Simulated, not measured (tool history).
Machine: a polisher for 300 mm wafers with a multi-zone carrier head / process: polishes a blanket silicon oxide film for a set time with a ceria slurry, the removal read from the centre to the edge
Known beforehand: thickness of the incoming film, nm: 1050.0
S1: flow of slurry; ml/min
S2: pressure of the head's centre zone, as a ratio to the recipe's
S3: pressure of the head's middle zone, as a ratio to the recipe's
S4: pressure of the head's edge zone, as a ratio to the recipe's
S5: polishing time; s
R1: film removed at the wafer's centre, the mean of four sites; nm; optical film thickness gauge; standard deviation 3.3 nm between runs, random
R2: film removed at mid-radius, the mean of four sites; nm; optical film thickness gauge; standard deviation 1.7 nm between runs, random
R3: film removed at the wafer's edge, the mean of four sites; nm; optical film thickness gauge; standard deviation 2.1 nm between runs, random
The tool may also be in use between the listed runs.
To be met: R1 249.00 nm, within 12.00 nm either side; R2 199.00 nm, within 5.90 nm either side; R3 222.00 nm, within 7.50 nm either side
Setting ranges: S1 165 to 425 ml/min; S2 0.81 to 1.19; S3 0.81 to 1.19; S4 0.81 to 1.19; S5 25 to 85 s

run,day,S1,S2,S3,S4,S5,R1,R2,R3
1,0.000,275,1.00,1.00,1.00,55,304.61,305.29,317.91
2,0.342,270,1.02,0.96,0.96,50,280.95,271.77,278.90
3,0.692,265,1.05,0.92,0.96,47,270.62,241.93,267.31
4,0.825,260,1.06,0.89,0.92,45,261.67,225.64,248.53
5,0.879,255,1.06,0.87,0.89,44,260.62,215.59,240.45
6,1.050,250,1.05,0.86,0.87,43,249.98,209.91,230.13
7,1.146,245,1.05,0.85,0.86,43,251.32,204.74,225.03
8,1.200,240,1.05,0.85,0.86,43,246.42,208.27,226.91

Exercise: of the 4 proposed moves below, exactly one satisfies all targets within the stated allowed misses. Which move is it?
A,1.254,230,1.03,0.90,0.81,44,?,?,?
B,1.254,250,1.08,0.83,0.86,42,?,?,?
C,1.254,260,1.05,0.89,0.87,44,?,?,?
D,1.254,185,1.11,0.88,0.81,41,?,?,?

move,R1,R2,R3
A,247.18,220.20,229.11
B,250.52,198.83,226.72
C,256.63,221.75,239.47
D,238.52,194.19,207.92
A: the biggest miss grows against the last run
B: all results land within tolerance of their targets
C: the biggest miss grows against the last run
D: brings the result that was furthest off to its target, and leaves another outside
B meets every target.
